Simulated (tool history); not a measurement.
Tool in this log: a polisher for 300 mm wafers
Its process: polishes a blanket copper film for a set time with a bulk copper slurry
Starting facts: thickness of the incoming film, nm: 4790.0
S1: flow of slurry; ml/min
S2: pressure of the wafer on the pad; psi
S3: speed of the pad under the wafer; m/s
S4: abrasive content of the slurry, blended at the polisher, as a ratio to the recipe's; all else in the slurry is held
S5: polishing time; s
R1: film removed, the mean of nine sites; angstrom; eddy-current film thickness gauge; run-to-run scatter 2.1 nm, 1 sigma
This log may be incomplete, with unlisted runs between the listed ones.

Run 1, hour 0.0: S1 255 ml/min, S2 2.0 psi, S3 1.38 m/s, S4 1.0, S5 32 s. Result: R1 3183.4 angstrom.
Run 2, hour 6.8: S1 255 ml/min, S2 1.7 psi, S3 1.30 m/s, S4 1.0, S5 32 s. Result: R1 2706.5 angstrom.
Run 3, hour 15.5: S1 255 ml/min, S2 1.5 psi, S3 1.20 m/s, S4 1.0, S5 32 s. Result: R1 2244.2 angstrom.
Run 4, hour 23.5: S1 255 ml/min, S2 1.5 psi, S3 1.20 m/s, S4 1.0, S5 32 s. Result: R1 2289.4 angstrom.
Run 5, hour 30.3: S1 255 ml/min, S2 1.5 psi, S3 1.20 m/s, S4 1.0, S5 32 s. Result: R1 2195.3 angstrom.
Run 6, hour 33.7: S1 255 ml/min, S2 1.3 psi, S3 1.20 m/s, S4 1.0, S5 32 s. Result: R1 2033.9 angstrom.
Run 7, hour 40.2: S1 255 ml/min, S2 0.9 psi, S3 0.98 m/s, S4 1.0, S5 32 s. Result: R1 1269.3 angstrom.

Run 8 is up next; what results do you expect?
Run 8, hour 45.1: S1 255 ml/min, S2 1.0 psi, S3 0.98 m/s, S4 1.0, S5 32 s. Result: R1 ?.

R1: 1378.9 angstrom
